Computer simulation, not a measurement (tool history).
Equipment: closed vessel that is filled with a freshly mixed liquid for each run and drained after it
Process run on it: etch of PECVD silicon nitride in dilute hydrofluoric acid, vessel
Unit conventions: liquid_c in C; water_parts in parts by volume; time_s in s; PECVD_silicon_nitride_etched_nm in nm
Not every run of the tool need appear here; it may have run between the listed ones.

| run | hour | liquid_c | water_parts | time_s | PECVD_silicon_nitride_etched_nm |
|---|---|---|---|---|---|
| 1 | 0 | 21 | 160 | 705 | 10.584 |
| 2 | 6.6 | 21 | 160 | 760 | 11.291 |
| 3 | 10.7 | 22 | 155 | 760 | 12.592 |
| 4 | 13.4 | 22 | 180 | 760 | 10.852 |
| 5 | 20.4 | 23 | 170 | 760 | 12.15 |
| 6 | 21.4 | 24.5 | 170 | 760 | 13.517 |
| 7 | 22.9 | 25 | 160 | 760 | 14.774 |
| 8 | 27 | 25.5 | 150 | 760 | 16.463 |
| 9 | 31.1 | 25.5 | 150 | 760 | 16.275 |
| 10 | 33.4 | 26 | 145 | 760 | 17.49 |
| 11 | 34.9 | 26.5 | 140 | 760 | 18.644 |
| 12 | 40.5 | 27 | 135 | 760 | 20.005 |

Run 13, settings as shown, results not yet in. Your forecast:
| 13 | 48.7 | 29 | 100 | 760 | ? |

PECVD_silicon_nitride_etched_nm: 30.298 nm
